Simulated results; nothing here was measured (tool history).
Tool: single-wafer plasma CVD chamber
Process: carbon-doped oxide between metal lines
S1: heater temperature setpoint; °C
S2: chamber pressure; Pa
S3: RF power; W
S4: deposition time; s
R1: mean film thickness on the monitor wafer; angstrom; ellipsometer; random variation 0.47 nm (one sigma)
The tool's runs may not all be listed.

{"run": 1, "day": 0.0, "S1": 355, "S2": 779, "S3": 410, "S4": 26.2, "R1": 1126}
{"run": 2, "day": 0.025, "S1": 359, "S2": 779, "S3": 410, "S4": 26.2, "R1": 1115.1}
{"run": 3, "day": 0.138, "S1": 367, "S2": 779, "S3": 410, "S4": 26.2, "R1": 1098.8}
{"run": 4, "day": 0.446, "S1": 371, "S2": 709, "S3": 370, "S4": 26.2, "R1": 959.8}
{"run": 5, "day": 0.688, "S1": 372, "S2": 655, "S3": 360, "S4": 26.2, "R1": 937.68}
{"run": 6, "day": 0.888, "S1": 372, "S2": 655, "S3": 360, "S4": 26.2, "R1": 926}
{"run": 7, "day": 0.925, "S1": 373, "S2": 615, "S3": 350, "S4": 26.2, "R1": 894.53}
{"run": 8, "day": 0.975, "S1": 374, "S2": 583, "S3": 345, "S4": 26.2, "R1": 880.92}
{"run": 9, "day": 1.217, "S1": 375, "S2": 563, "S3": 340, "S4": 26.2, "R1": 847.6}

The next listed run, before its measurement:
{"run": 10, "day": 1.583, "S1": 376, "S2": 545, "S3": 340, "S4": 26.2, "R1": "?"}

R1: 854.01 angstrom
